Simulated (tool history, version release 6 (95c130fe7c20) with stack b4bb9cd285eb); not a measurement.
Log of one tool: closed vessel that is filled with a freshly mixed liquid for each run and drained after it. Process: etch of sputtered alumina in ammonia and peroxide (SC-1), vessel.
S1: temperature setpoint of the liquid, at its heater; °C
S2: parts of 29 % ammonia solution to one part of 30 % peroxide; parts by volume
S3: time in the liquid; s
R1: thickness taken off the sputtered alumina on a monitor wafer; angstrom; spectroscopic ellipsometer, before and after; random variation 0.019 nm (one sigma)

run 1 hour=0 | S1=52 S2=0.95 S3=30 | R1=30.646
run 2 hour=4 | S1=52 S2=0.8 S3=30 | R1=29.983
run 3 hour=12.5 | S1=51.5 S2=0.8 S3=30 | R1=29.185
run 4 hour=17 | S1=51 S2=0.8 S3=30 | R1=28.565
run 5 hour=24 | S1=51 S2=0.7 S3=30 | R1=27.669
run 6 hour=26.3 | S1=50.5 S2=0.7 S3=30 | R1=27.084
run 7 hour=28.1 | S1=50 S2=0.7 S3=30 | R1=26.845

Run 8 comes next. What will it give?
run 8 hour=33.3 | S1=49.5 S2=0.7 S3=30 | R1=?

Run 8 gave R1 25.455 angstrom.

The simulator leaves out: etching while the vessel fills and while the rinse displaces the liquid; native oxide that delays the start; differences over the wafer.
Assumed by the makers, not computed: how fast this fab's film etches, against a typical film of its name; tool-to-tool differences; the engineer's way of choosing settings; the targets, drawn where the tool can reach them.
